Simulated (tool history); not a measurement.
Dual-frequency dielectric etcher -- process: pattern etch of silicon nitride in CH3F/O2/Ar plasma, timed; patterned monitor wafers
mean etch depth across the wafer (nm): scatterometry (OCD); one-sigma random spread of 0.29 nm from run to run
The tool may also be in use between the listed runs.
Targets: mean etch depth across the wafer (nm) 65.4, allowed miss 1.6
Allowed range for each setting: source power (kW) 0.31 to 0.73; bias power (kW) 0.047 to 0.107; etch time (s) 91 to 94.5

run    day  source power (kW)  bias power (kW)  etch time (s)  mean etch depth across the wafer (nm)
  1      0               0.52            0.077             91                                 72.074
  2   0.05                0.5            0.076             91                                 70.089
  3  0.204               0.49            0.075             91                                 68.852
  4  0.412               0.57            0.075             91                                 74.643
  5  0.483               0.57            0.075             91                                 75.111
  6   0.85               0.54            0.074             91                                 72.497
  7  1.212               0.52            0.073             91                                 70.599
  8  1.267               0.51            0.073             91                                 69.396
  9  1.388                0.5            0.073             91                                 68.504
 10   1.55               0.49            0.073             91                                 68.332

4 candidate next runs follow, results not yet known. Just one meets every target within its allowed miss. Identify it.
  A  1.712               0.45            0.072             93                                      ?
  B  1.712               0.56            0.048             91                                      ?
  C  1.712                0.5            0.075             94                                      ?
  D  1.712               0.51            0.074           91.5                                      ?

move  mean etch depth across the wafer (nm)
   A                                 64.913
   B                                 62.865
   C                                 71.346
   D                                 69.949
A: hits every target within its allowed miss
B: the result that was furthest off in the last run now lies on the other side of its target
C: the biggest miss grows against the last run
D: the biggest miss grows against the last run
The move that meets every target is A.

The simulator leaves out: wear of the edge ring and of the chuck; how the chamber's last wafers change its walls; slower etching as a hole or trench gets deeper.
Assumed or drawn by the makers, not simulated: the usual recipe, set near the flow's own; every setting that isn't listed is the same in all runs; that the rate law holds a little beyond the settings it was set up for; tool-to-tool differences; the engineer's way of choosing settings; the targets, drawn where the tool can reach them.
